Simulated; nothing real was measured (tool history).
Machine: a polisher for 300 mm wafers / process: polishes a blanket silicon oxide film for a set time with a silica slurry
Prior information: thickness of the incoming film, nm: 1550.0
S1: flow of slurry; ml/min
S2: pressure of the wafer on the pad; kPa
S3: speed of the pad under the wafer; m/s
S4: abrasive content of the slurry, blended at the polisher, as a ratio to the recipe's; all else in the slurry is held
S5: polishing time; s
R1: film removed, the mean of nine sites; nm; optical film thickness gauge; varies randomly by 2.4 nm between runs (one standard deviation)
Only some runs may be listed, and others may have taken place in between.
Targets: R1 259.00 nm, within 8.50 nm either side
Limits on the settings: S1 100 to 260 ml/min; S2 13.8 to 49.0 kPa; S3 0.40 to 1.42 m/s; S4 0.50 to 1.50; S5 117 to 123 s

{"run": 1, "hour": 0.0, "S1": 165, "S2": 31.0, "S3": 0.9, "S4": 1.0, "S5": 117, "R1": 294.67}
{"run": 2, "hour": 6.8, "S1": 165, "S2": 31.0, "S3": 0.9, "S4": 0.85, "S5": 117, "R1": 269.24}
{"run": 3, "hour": 11.8, "S1": 165, "S2": 31.0, "S3": 0.9, "S4": 1.0, "S5": 117, "R1": 289.19}
{"run": 4, "hour": 13.3, "S1": 160, "S2": 30.3, "S3": 0.9, "S4": 1.0, "S5": 117, "R1": 289.9}
{"run": 5, "hour": 14.6, "S1": 160, "S2": 30.3, "S3": 0.9, "S4": 1.0, "S5": 117, "R1": 289.99}
{"run": 6, "hour": 20.2, "S1": 160, "S2": 30.3, "S3": 1.04, "S4": 1.0, "S5": 117, "R1": 318.98}
{"run": 7, "hour": 22.2, "S1": 160, "S2": 29.0, "S3": 1.04, "S4": 1.0, "S5": 117, "R1": 315.5}
{"run": 8, "hour": 24.4, "S1": 160, "S2": 27.6, "S3": 1.04, "S4": 1.0, "S5": 117, "R1": 300.96}
{"run": 9, "hour": 27.9, "S1": 160, "S2": 26.2, "S3": 1.04, "S4": 1.0, "S5": 117, "R1": 294.74}
{"run": 10, "hour": 31.3, "S1": 160, "S2": 25.5, "S3": 1.04, "S4": 1.0, "S5": 117, "R1": 286.26}
{"run": 11, "hour": 40.3, "S1": 160, "S2": 24.8, "S3": 1.04, "S4": 1.0, "S5": 117, "R1": 285.4}

4 candidate next runs follow, results not yet known. Just one meets every target within its allowed miss. Identify it.
{"run": "A", "hour": 49.3, "S1": 100, "S2": 25.5, "S3": 1.2, "S4": 0.95, "S5": 123, "R1": "?"}
{"run": "B", "hour": 49.3, "S1": 115, "S2": 20.7, "S3": 1.24, "S4": 1.05, "S5": 121, "R1": "?"}
{"run": "C", "hour": 49.3, "S1": 165, "S2": 26.2, "S3": 1.0, "S4": 0.95, "S5": 122, "R1": "?"}
{"run": "D", "hour": 49.3, "S1": 210, "S2": 24.8, "S3": 1.06, "S4": 0.7, "S5": 123, "R1": "?"}

move=A R1=299.68
move=B R1=283.10
move=C R1=282.64
move=D R1=251.87
A: further off than the last run
B: an improvement on the last run, though not all results are within tolerance
C: an improvement on the last run, though not all results are within tolerance
D: in spec on every target
Answer: D
